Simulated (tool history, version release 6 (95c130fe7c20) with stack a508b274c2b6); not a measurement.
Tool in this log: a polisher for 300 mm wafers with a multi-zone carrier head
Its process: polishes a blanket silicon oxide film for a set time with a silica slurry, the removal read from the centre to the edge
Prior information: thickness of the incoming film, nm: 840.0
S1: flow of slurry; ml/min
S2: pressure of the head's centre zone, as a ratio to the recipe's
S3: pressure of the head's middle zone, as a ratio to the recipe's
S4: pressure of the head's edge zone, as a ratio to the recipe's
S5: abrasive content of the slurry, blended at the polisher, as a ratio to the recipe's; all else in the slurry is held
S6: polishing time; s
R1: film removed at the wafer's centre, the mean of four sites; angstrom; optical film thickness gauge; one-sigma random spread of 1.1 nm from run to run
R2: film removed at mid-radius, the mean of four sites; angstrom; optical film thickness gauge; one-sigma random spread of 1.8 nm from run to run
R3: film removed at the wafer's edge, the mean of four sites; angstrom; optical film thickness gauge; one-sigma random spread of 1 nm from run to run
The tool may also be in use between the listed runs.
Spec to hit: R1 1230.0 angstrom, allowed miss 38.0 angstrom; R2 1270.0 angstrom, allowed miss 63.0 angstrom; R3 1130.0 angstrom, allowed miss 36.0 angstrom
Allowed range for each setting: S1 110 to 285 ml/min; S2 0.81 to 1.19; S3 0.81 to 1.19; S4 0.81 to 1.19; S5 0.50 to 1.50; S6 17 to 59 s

run    day   S1    S2    S3    S4    S5  S6      R1      R2      R3
  1  0.000  180  1.00  1.00  1.00  1.00  38  1029.6  1005.1  1044.8
  2  0.308  195  1.02  1.03  1.00  1.00  38  1065.1  1058.1  1062.2
  3  0.421  210  1.04  1.05  1.00  1.00  38  1132.7  1068.4  1065.6
  4  0.738  220  1.04  1.08  1.00  1.00  38  1131.9  1103.5  1077.4
  5  0.975  220  1.04  1.08  1.04  1.00  38  1124.7  1134.1  1072.8
  6  1.288  230  1.04  1.09  1.05  1.00  38  1132.8  1140.7  1083.9
  7  1.512  235  1.05  1.11  1.05  1.00  38  1141.2  1155.2  1110.7
  8  1.858  245  1.05  1.13  1.03  1.00  38  1168.3  1184.8  1078.2
  9  1.908  250  1.05  1.14  1.04  1.00  38  1153.3  1204.9  1090.9
 10  1.962  255  1.06  1.15  1.04  1.00  38  1175.3  1199.3  1091.9

5 next moves are on the table. One of them brings every result within its allowed miss. Which?
  A  2.017  240  1.12  1.04  1.07  1.05  39   ?   ?   ?
  B  2.017  285  1.11  1.14  1.01  1.00  36   ?   ?   ?
  C  2.017  255  1.03  1.19  0.99  1.05  36   ?   ?   ?
  D  2.017  280  1.15  1.09  1.04  0.95  38   ?   ?   ?
  E  2.017  215  1.08  1.19  1.03  0.95  41   ?   ?   ?

move      R1      R2      R3
   A  1299.4  1145.4  1172.6
   B  1186.8  1129.0  1041.4
   C  1112.4  1181.1  1045.9
   D  1262.1  1119.9  1085.8
   E  1234.4  1252.2  1136.8
A: moves the result that the last run missed by most past its target, out the other side
B: its largest miss is bigger than the last run's
C: its largest miss is bigger than the last run's
D: puts the biggest miss on target and leaves a different result outside tolerance
E: all results land within tolerance of their targets
So the answer is move E, the one that meets all the targets.
